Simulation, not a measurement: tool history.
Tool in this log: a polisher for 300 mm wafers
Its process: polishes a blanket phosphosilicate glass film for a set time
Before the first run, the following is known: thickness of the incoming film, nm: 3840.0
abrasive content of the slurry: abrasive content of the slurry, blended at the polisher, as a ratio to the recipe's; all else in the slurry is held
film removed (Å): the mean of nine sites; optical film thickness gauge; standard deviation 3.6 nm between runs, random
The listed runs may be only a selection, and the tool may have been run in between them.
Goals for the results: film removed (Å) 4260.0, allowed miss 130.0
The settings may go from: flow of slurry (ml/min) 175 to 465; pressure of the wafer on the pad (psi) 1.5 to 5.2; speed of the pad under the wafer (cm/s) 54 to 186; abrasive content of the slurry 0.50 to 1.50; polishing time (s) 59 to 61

run	hour	flow of slurry (ml/min)	pressure of the wafer on the pad (psi)	speed of the pad under the wafer (cm/s)	abrasive content of the slurry	polishing time (s)	film removed (Å)
1	0.0	295	3.3	118	1.00	59	6549.2
2	0.9	295	3.0	118	1.00	59	5963.6
3	2.5	295	2.8	118	1.00	59	5645.3
4	10.6	220	2.8	118	1.00	59	5452.3
5	12.5	220	2.8	118	1.00	61	5672.5
6	20.1	220	2.8	118	1.20	61	6068.2
7	21.6	220	2.6	118	1.20	61	5727.5
8	28.4	220	2.4	118	1.20	61	5385.8
9	30.2	220	2.2	118	1.20	61	4967.8

Below are 5 possible settings for the next run. Only one of them brings all results inside the allowed miss of their targets. Which is it?
A	32.0	235	1.7	102	1.30	61	?
B	32.0	270	2.1	106	1.10	59	?
C	32.0	225	1.8	110	1.25	59	?
D	32.0	300	2.2	96	0.95	59	?
E	32.0	175	1.9	106	1.25	59	?

move	film removed (Å)
A	3862.2
B	4291.7
C	4051.4
D	3908.2
E	3928.9
A: the result that was furthest off in the last run now lies on the other side of its target
B: meets every target
C: the result that was furthest off in the last run now lies on the other side of its target
D: the result that was furthest off in the last run now lies on the other side of its target
E: the result that was furthest off in the last run now lies on the other side of its target
B is the move that brings every result within its allowed miss.

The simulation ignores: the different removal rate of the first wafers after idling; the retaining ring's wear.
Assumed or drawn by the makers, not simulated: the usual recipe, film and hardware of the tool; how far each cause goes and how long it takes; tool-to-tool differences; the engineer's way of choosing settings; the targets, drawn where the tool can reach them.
